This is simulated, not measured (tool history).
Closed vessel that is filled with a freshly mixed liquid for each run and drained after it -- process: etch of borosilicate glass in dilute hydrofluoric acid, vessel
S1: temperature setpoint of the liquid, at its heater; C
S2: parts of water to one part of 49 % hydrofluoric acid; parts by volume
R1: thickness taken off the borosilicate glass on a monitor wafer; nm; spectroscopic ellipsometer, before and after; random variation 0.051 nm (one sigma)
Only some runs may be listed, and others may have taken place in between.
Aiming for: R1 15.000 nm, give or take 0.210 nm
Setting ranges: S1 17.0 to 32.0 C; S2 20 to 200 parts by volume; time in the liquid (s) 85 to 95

run 1 hour=0.0 | S1=24.0 S2=110 time_in_the_liquid_(s)=85 | R1=13.818
run 2 hour=2.9 | S1=24.0 S2=145 time_in_the_liquid_(s)=85 | R1=10.122
run 3 hour=11.6 | S1=25.5 S2=145 time_in_the_liquid_(s)=85 | R1=10.656
run 4 hour=12.7 | S1=27.0 S2=145 time_in_the_liquid_(s)=85 | R1=11.227
run 5 hour=21.5 | S1=27.0 S2=145 time_in_the_liquid_(s)=95 | R1=12.639
-- hour=30.6 thermometer replaced
run 6 hour=30.6 | S1=28.0 S2=145 time_in_the_liquid_(s)=95 | R1=12.501
run 7 hour=34.3 | S1=28.5 S2=140 time_in_the_liquid_(s)=95 | R1=13.260
run 8 hour=38.4 | S1=29.0 S2=140 time_in_the_liquid_(s)=95 | R1=13.499

Which one of the following 4 next-run settings gets every result inside its allowed miss? There is exactly one.
run A hour=42.5 | S1=30.0 S2=130 time_in_the_liquid_(s)=90 | R1=?
run B hour=42.5 | S1=32.0 S2=130 time_in_the_liquid_(s)=90 | R1=?
run C hour=42.5 | S1=30.0 S2=120 time_in_the_liquid_(s)=85 | R1=?
run D hour=42.5 | S1=28.0 S2=120 time_in_the_liquid_(s)=95 | R1=?

move=A R1=14.419
move=B R1=15.501
move=C R1=14.954
move=D R1=15.515
A: better than the last run, though not everything is in spec
B: carries the result that was furthest off beyond its target, to the other side
C: hits every target within its allowed miss
D: carries the result that was furthest off beyond its target, to the other side
So the answer is move C, the one that meets all the targets.

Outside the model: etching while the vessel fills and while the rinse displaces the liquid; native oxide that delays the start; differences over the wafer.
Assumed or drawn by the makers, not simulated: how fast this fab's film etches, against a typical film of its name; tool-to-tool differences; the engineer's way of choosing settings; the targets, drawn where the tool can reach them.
